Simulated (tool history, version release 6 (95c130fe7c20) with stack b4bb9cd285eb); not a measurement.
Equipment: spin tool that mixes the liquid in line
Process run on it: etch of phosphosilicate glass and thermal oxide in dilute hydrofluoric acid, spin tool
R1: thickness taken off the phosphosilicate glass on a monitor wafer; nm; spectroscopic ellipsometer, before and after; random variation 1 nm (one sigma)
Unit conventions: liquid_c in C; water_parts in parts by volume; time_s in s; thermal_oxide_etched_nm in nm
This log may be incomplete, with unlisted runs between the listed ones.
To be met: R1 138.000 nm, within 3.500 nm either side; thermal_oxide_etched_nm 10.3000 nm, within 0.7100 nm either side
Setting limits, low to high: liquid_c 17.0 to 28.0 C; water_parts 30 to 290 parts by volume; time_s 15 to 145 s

run 1 hour=0.0 | liquid_c=20.0 water_parts=160 time_s=75 | R1=23.381 thermal_oxide_etched_nm=1.7272
run 2 hour=3.9 | liquid_c=23.0 water_parts=160 time_s=75 | R1=26.439 thermal_oxide_etched_nm=1.9596
run 3 hour=11.5 | liquid_c=24.0 water_parts=130 time_s=85 | R1=39.221 thermal_oxide_etched_nm=2.9377
run 4 hour=19.7 | liquid_c=24.0 water_parts=130 time_s=65 | R1=30.322 thermal_oxide_etched_nm=2.2619
run 5 hour=27.3 | liquid_c=25.0 water_parts=105 time_s=75 | R1=46.648 thermal_oxide_etched_nm=3.5033
run 6 hour=33.6 | liquid_c=23.5 water_parts=105 time_s=75 | R1=44.287 thermal_oxide_etched_nm=3.2536
run 7 hour=34.7 | liquid_c=24.5 water_parts=85 time_s=80 | R1=61.473 thermal_oxide_etched_nm=4.5950
run 8 hour=41.1 | liquid_c=25.0 water_parts=70 time_s=85 | R1=83.077 thermal_oxide_etched_nm=6.2225
run 9 hour=47.2 | liquid_c=25.5 water_parts=60 time_s=85 | R1=101.040 thermal_oxide_etched_nm=7.7507
run 10 hour=49.0 | liquid_c=26.0 water_parts=55 time_s=85 | R1=112.700 thermal_oxide_etched_nm=8.3148
run 11 hour=55.4 | liquid_c=26.5 water_parts=55 time_s=85 | R1=114.120 thermal_oxide_etched_nm=8.6468
run 12 hour=59.6 | liquid_c=27.0 water_parts=55 time_s=85 | R1=115.700 thermal_oxide_etched_nm=8.5705
run 13 hour=65.5 | liquid_c=27.5 water_parts=50 time_s=85 | R1=133.030 thermal_oxide_etched_nm=9.7058
run 14 hour=68.5 | liquid_c=28.0 water_parts=50 time_s=85 | R1=134.050 thermal_oxide_etched_nm=10.1020
run 15 hour=74.9 | liquid_c=28.0 water_parts=45 time_s=85 | R1=151.140 thermal_oxide_etched_nm=10.9990
run 16 hour=75.7 | liquid_c=27.5 water_parts=45 time_s=85 | R1=145.860 thermal_oxide_etched_nm=10.7050
run 17 hour=78.3 | liquid_c=27.0 water_parts=45 time_s=85 | R1=145.020 thermal_oxide_etched_nm=10.7990

Next run, 4 choices. One meets every target within its allowed miss, the rest don't. Which?
run A hour=80.9 | liquid_c=23.0 water_parts=45 time_s=95 | R1=? thermal_oxide_etched_nm=?
run B hour=80.9 | liquid_c=18.0 water_parts=45 time_s=125 | R1=? thermal_oxide_etched_nm=?
run C hour=80.9 | liquid_c=17.5 water_parts=50 time_s=145 | R1=? thermal_oxide_etched_nm=?
run D hour=80.9 | liquid_c=28.0 water_parts=30 time_s=55 | R1=? thermal_oxide_etched_nm=?

move=A R1=136.840 thermal_oxide_etched_nm=10.0790
move=B R1=145.610 thermal_oxide_etched_nm=10.7250
move=C R1=147.920 thermal_oxide_etched_nm=10.8950
move=D R1=149.050 thermal_oxide_etched_nm=10.9780
A: all results land within tolerance of their targets
B: misses by more than the last run did
C: misses by more than the last run did
D: misses by more than the last run did
The right move is A.
